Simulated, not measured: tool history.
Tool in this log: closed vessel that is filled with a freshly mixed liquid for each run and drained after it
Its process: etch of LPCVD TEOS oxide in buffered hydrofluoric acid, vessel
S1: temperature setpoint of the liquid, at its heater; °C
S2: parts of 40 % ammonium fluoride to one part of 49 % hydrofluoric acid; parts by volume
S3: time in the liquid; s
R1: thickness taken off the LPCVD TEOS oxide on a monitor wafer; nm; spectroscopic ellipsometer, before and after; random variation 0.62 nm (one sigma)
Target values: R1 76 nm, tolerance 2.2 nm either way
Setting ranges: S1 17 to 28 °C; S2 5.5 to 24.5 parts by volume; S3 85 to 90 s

{"run": 1, "hour": 0.0, "S1": 20, "S2": 15, "S3": 85, "R1": 125.62}
{"run": 2, "hour": 5.7, "S1": 19, "S2": 16.5, "S3": 85, "R1": 105.21}
{"run": 3, "hour": 7.1, "S1": 19, "S2": 19.5, "S3": 85, "R1": 90.284}
{"run": 4, "hour": 11.2, "S1": 18.5, "S2": 20, "S3": 85, "R1": 85.592}
{"run": 5, "hour": 15.8, "S1": 21.5, "S2": 20, "S3": 85, "R1": 102.73}
{"run": 6, "hour": 20.3, "S1": 21.5, "S2": 23.5, "S3": 85, "R1": 90.734}
{"run": 7, "hour": 22.1, "S1": 21.5, "S2": 23.5, "S3": 85, "R1": 91.866}
{"run": 8, "hour": 28.0, "S1": 21, "S2": 23.5, "S3": 85, "R1": 88.7}
{"run": 9, "hour": 28.6, "S1": 20.5, "S2": 23.5, "S3": 85, "R1": 86.044}

Which single option among these 5 for the next run brings every result within its allowed miss of target? Just one does.
{"run": "A", "hour": 29.2, "S1": 18, "S2": 24.5, "S3": 85, "R1": "?"}
{"run": "B", "hour": 29.2, "S1": 21.5, "S2": 24, "S3": 90, "R1": "?"}
{"run": "C", "hour": 29.2, "S1": 17, "S2": 23, "S3": 90, "R1": "?"}
{"run": "D", "hour": 29.2, "S1": 21, "S2": 24, "S3": 90, "R1": "?"}
{"run": "E", "hour": 29.2, "S1": 18.5, "S2": 22, "S3": 85, "R1": "?"}

move=A R1=71.962
move=B R1=94.136
move=C R1=75.179
move=D R1=91.546
move=E R1=79.758
A: takes the result that was furthest off past its target
B: moves away from the targets compared with the last run
C: hits every target within its allowed miss
D: moves away from the targets compared with the last run
E: closes in on the targets versus the last run, not all within tolerance yet
Answer: C
